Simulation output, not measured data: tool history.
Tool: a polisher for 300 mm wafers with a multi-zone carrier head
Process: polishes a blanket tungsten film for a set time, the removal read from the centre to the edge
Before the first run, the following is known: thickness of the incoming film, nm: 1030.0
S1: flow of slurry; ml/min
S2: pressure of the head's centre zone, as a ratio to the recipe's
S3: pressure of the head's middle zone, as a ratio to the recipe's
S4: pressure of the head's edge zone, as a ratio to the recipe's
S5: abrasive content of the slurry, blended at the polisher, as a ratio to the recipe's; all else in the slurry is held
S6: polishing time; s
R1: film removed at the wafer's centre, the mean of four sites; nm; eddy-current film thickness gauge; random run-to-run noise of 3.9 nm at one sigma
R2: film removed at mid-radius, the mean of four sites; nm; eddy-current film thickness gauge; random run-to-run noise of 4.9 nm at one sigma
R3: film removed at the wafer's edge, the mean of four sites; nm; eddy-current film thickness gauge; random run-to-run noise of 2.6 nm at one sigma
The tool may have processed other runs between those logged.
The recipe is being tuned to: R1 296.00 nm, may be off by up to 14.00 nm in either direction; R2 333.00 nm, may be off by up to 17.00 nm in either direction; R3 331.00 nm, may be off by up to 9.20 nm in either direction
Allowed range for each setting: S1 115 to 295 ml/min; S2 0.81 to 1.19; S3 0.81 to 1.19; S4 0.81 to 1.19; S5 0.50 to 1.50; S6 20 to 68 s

{"run": 1, "hour": 0.0, "S1": 190, "S2": 1.0, "S3": 1.0, "S4": 1.0, "S5": 1.0, "S6": 44, "R1": 271.11, "R2": 271.12, "R3": 271.09}
{"run": 2, "hour": 8.5, "S1": 195, "S2": 0.99, "S3": 1.02, "S4": 1.03, "S5": 1.05, "S6": 44, "R1": 268.69, "R2": 277.92, "R3": 279.9}
{"run": 3, "hour": 16.5, "S1": 205, "S2": 0.99, "S3": 1.04, "S4": 1.05, "S5": 1.1, "S6": 44, "R1": 269.07, "R2": 277.79, "R3": 286.63}
{"run": 4, "hour": 20.7, "S1": 205, "S2": 0.99, "S3": 1.06, "S4": 1.05, "S5": 1.15, "S6": 45, "R1": 288.29, "R2": 287.84, "R3": 290.43}
{"run": 5, "hour": 25.6, "S1": 205, "S2": 0.95, "S3": 1.06, "S4": 1.05, "S5": 1.15, "S6": 45, "R1": 267.16, "R2": 293.05, "R3": 294.18}
{"run": 6, "hour": 32.0, "S1": 205, "S2": 0.9, "S3": 1.06, "S4": 1.05, "S5": 1.15, "S6": 45, "R1": 261.26, "R2": 303.17, "R3": 289.54}
{"run": 7, "hour": 36.3, "S1": 210, "S2": 0.9, "S3": 1.07, "S4": 1.06, "S5": 1.2, "S6": 46, "R1": 266.91, "R2": 310.27, "R3": 310.96}
{"run": 8, "hour": 40.8, "S1": 215, "S2": 0.91, "S3": 1.08, "S4": 1.06, "S5": 1.25, "S6": 46, "R1": 274.43, "R2": 315.67, "R3": 302.12}
{"run": 9, "hour": 46.0, "S1": 215, "S2": 0.91, "S3": 1.08, "S4": 1.07, "S5": 1.3, "S6": 46, "R1": 268.32, "R2": 312.62, "R3": 307.91}
{"run": 10, "hour": 47.6, "S1": 220, "S2": 0.92, "S3": 1.09, "S4": 1.08, "S5": 1.3, "S6": 46, "R1": 278.57, "R2": 327.54, "R3": 313.93}
{"run": 11, "hour": 52.2, "S1": 225, "S2": 0.93, "S3": 1.08, "S4": 1.09, "S5": 1.3, "S6": 46, "R1": 283.39, "R2": 318.04, "R3": 316.27}
{"run": 12, "hour": 59.8, "S1": 230, "S2": 0.93, "S3": 1.08, "S4": 1.1, "S5": 1.3, "S6": 46, "R1": 276.86, "R2": 320.31, "R3": 319.68}
{"run": 13, "hour": 62.4, "S1": 235, "S2": 0.94, "S3": 1.09, "S4": 1.1, "S5": 1.3, "S6": 46, "R1": 284.22, "R2": 322.59, "R3": 320.78}

4 next moves are on the table. One of them brings every result within its allowed miss. Which?
{"run": "A", "hour": 65.0, "S1": 215, "S2": 0.95, "S3": 1.19, "S4": 1.0, "S5": 1.05, "S6": 49, "R1": "?", "R2": "?", "R3": "?"}
{"run": "B", "hour": 65.0, "S1": 205, "S2": 0.96, "S3": 1.1, "S4": 1.14, "S5": 1.0, "S6": 50, "R1": "?", "R2": "?", "R3": "?"}
{"run": "C", "hour": 65.0, "S1": 215, "S2": 0.86, "S3": 1.08, "S4": 1.15, "S5": 1.3, "S6": 48, "R1": "?", "R2": "?", "R3": "?"}
{"run": "D", "hour": 65.0, "S1": 230, "S2": 0.84, "S3": 1.07, "S4": 1.15, "S5": 1.3, "S6": 47, "R1": "?", "R2": "?", "R3": "?"}

move=A R1=298.83 R2=354.58 R3=313.44
move=B R1=303.71 R2=333.58 R3=337.87
move=C R1=273.58 R2=330.50 R3=340.96
move=D R1=263.96 R2=323.71 R3=335.93
A: misses by more than the last run did
B: in spec on every target
C: the result that was furthest off in the last run now lies on the other side of its target
D: corrects the largest miss of the last run, while another result sits out of spec
Correct choice: B, which meets every target
